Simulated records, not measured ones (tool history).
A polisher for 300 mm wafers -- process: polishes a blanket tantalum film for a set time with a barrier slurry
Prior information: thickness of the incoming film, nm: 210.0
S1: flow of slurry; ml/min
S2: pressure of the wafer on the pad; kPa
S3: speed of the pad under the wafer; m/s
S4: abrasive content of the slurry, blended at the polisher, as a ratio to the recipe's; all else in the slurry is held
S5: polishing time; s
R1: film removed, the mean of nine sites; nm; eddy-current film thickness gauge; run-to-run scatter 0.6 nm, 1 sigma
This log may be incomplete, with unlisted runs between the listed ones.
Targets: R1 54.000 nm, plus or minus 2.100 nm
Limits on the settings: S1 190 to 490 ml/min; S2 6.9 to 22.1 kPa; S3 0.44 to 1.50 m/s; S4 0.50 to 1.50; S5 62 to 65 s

run,hour,S1,S2,S3,S4,S5,R1
1,0.0,315,14.5,0.96,1.00,62,91.648
2,7.4,315,12.4,0.96,1.00,62,81.857
3,8.9,240,12.4,0.96,1.00,62,79.246
4,14.4,240,15.2,0.96,1.00,62,91.705
5,15.3,240,13.1,0.94,1.00,62,81.035
6,19.3,240,11.7,0.92,1.00,62,73.187
7,25.6,240,10.3,0.90,1.00,62,64.870
8,28.4,240,9.7,0.90,1.00,62,63.053
9,32.0,240,9.7,0.90,1.00,62,61.446
10,40.1,240,9.0,0.90,1.00,62,58.940

Which single option among these 4 for the next run brings every result within its allowed miss of target? Just one does.
A,48.2,230,8.3,0.78,1.05,63,?
B,48.2,210,8.3,0.80,1.00,62,?
C,48.2,285,8.3,0.90,0.90,62,?
D,48.2,255,10.3,0.90,0.95,63,?

move,R1
A,50.753
B,49.789
C,53.618
D,65.422
A: takes the result that was furthest off past its target
B: takes the result that was furthest off past its target
C: every result lands within tolerance
D: further off than the last run
Go with C: it meets all targets.
